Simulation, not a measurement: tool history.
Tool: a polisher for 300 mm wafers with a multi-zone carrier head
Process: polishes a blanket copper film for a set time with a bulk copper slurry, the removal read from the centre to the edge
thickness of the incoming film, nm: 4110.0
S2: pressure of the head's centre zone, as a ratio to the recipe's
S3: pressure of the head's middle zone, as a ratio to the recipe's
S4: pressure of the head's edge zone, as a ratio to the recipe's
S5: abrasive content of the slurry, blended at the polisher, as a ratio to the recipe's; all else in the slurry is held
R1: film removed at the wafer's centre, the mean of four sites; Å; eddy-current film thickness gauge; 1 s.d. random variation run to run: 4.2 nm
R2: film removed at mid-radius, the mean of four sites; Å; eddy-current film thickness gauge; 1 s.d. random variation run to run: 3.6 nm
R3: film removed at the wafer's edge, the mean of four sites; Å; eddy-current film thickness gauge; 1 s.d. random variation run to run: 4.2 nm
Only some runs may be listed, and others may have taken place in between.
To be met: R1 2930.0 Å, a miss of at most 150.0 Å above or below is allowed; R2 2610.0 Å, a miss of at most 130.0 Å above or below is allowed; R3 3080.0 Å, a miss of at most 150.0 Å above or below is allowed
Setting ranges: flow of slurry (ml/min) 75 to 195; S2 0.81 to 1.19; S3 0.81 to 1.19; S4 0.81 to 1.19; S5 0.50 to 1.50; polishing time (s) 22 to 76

run 1 hour=0.0 | flow_of_slurry_(ml/min)=125 S2=1.00 S3=1.00 S4=1.00 S5=1.00 polishing_time_(s)=49 | R1=3514.7 R2=3310.1 R3=3305.2
run 2 hour=3.1 | flow_of_slurry_(ml/min)=125 S2=1.06 S3=1.00 S4=1.00 S5=1.00 polishing_time_(s)=49 | R1=3640.5 R2=3286.0 R3=3354.8
run 3 hour=3.7 | flow_of_slurry_(ml/min)=120 S2=1.04 S3=0.98 S4=1.02 S5=0.95 polishing_time_(s)=49 | R1=3540.8 R2=3294.3 R3=3355.5
run 4 hour=8.0 | flow_of_slurry_(ml/min)=120 S2=1.04 S3=1.06 S4=1.02 S5=0.95 polishing_time_(s)=49 | R1=3574.3 R2=3535.3 R3=3386.5
run 5 hour=15.4 | flow_of_slurry_(ml/min)=115 S2=1.03 S3=1.02 S4=1.03 S5=0.95 polishing_time_(s)=49 | R1=3394.0 R2=3253.3 R3=3467.0
run 6 hour=21.9 | flow_of_slurry_(ml/min)=115 S2=1.03 S3=1.02 S4=1.03 S5=0.75 polishing_time_(s)=49 | R1=3364.2 R2=3116.6 R3=3254.4
run 7 hour=26.4 | flow_of_slurry_(ml/min)=110 S2=1.02 S3=1.01 S4=1.03 S5=0.75 polishing_time_(s)=49 | R1=3275.2 R2=3124.7 R3=3259.7
run 8 hour=32.5 | flow_of_slurry_(ml/min)=105 S2=1.02 S3=0.99 S4=1.03 S5=0.70 polishing_time_(s)=49 | R1=3119.2 R2=2981.9 R3=3114.6
run 9 hour=41.2 | flow_of_slurry_(ml/min)=80 S2=1.03 S3=0.89 S4=1.12 S5=0.80 polishing_time_(s)=49 | R1=3108.8 R2=2651.6 R3=3227.1

Which single option among these 5 for the next run brings every result within its allowed miss of target? Just one does.
run A hour=49.9 | flow_of_slurry_(ml/min)=75 S2=1.07 S3=0.81 S4=1.19 S5=0.80 polishing_time_(s)=46 | R1=? R2=? R3=?
run B hour=49.9 | flow_of_slurry_(ml/min)=90 S2=1.09 S3=0.89 S4=1.04 S5=0.80 polishing_time_(s)=43 | R1=? R2=? R3=?
run C hour=49.9 | flow_of_slurry_(ml/min)=85 S2=0.94 S3=0.91 S4=1.19 S5=0.65 polishing_time_(s)=52 | R1=? R2=? R3=?
run D hour=49.9 | flow_of_slurry_(ml/min)=90 S2=1.02 S3=0.93 S4=1.12 S5=0.80 polishing_time_(s)=46 | R1=? R2=? R3=?
run E hour=49.9 | flow_of_slurry_(ml/min)=105 S2=1.19 S3=0.86 S4=1.00 S5=0.85 polishing_time_(s)=46 | R1=? R2=? R3=?

move=A R1=2873.0 R2=2274.1 R3=3059.1
move=B R1=2883.4 R2=2402.0 R3=2747.3
move=C R1=2863.4 R2=2827.8 R3=3413.0
move=D R1=2885.9 R2=2665.9 R3=3048.6
move=E R1=3539.8 R2=2609.9 R3=2982.1
A: gets the furthest-off result to its target, but another result is out of tolerance
B: gets the furthest-off result to its target, but another result is out of tolerance
C: gets the furthest-off result to its target, but another result is out of tolerance
D: each result inside its tolerance
E: moves away from the targets compared with the last run
Correct choice: D, which meets every target
